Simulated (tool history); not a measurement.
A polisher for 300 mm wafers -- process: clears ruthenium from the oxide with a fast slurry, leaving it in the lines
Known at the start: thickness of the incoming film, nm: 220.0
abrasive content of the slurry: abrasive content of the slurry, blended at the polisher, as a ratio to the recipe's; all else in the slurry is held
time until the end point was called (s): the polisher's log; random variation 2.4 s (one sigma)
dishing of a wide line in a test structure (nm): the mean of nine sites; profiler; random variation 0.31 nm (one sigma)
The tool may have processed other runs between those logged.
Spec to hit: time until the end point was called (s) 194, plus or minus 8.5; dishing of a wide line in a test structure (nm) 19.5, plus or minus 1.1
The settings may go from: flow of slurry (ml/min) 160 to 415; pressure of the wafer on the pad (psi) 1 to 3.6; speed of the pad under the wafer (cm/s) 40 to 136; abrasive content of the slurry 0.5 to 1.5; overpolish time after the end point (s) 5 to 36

run  hour  flow of slurry (ml/min)  pressure of the wafer on the pad (psi)  speed of the pad under the wafer (cm/s)  abrasive content of the slurry  overpolish time after the end point (s)  time until the end point was called (s)  dishing of a wide line in a test structure (nm)
  1     0                      265                                     2.3                                       88                               1                                       18                                   85.301                                           24.688
  2     6                      335                                     2.3                                       88                               1                                       18                                   86.006                                           25.536
  3     7                      335                                     1.9                                       82                               1                                       20                                    107.5                                           22.857
  4   7.9                      335                                     1.7                                       76                               1                                       22                                   126.45                                           22.178
     14.7  -- worn pad replaced by a new one
  5  14.7                      335                                     1.4                                       76                               1                                       22                                   134.33                                           20.967
  6  23.4                      335                                     1.4                                       76                               1                                       18                                   129.59                                           17.805
  7  31.3                      335                                     1.4                                       76                               1                                       18                                   134.54                                           17.469
  8  38.8                      335                                     1.3                                       72                               1                                       21                                    148.2                                           18.708

Pick the move, out of 5, that brings all results within their allowed miss; only one does.
  A  46.3                      225                                       1                                       54                            1.25                                       32                                        ?                                                ?
  B  46.3                      290                                       1                                       64                            1.05                                       29                                        ?                                                ?
  C  46.3                      395                                     1.7                                       50                            0.95                                       23                                        ?                                                ?
  D  46.3                      205                                     1.2                                       46                            1.35                                       27                                        ?                                                ?
  E  46.3                      300                                       1                                       64                            0.85                                       35                                        ?                                                ?

move  time until the end point was called (s)  dishing of a wide line in a test structure (nm)
   A                                   221.12                                           19.337
   B                                   199.32                                           19.424
   C                                   177.51                                           17.614
   D                                   222.19                                           16.673
   E                                   223.21                                           20.667
A: takes the biggest miss from the last run beyond its target
B: all results land within tolerance of their targets
C: better than the last run, though not everything is in spec
D: takes the biggest miss from the last run beyond its target
E: takes the biggest miss from the last run beyond its target
The right move is B.
